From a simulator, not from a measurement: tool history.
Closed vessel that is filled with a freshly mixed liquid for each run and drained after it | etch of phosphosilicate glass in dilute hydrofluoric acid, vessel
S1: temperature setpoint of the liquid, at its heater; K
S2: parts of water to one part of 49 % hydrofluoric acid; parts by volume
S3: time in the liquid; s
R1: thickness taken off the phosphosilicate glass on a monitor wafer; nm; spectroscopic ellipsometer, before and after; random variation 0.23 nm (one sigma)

run	day	S1	S2	S3	R1
1	0	297.15	150	30	15.851
2	0.054	297.15	150	30	15.76
3	0.217	297.15	150	30	15.694
4	0.508	297.15	200	30	11.217
5	0.804	298.65	180	30	13.427
6	0.917	298.65	180	30	13.441
7	1.05	299.65	165	30	15.466

Run 8 comes next. What will it give?
8	1.258	300.65	150	30	?

{"run 8": {"R1": 17.874}}
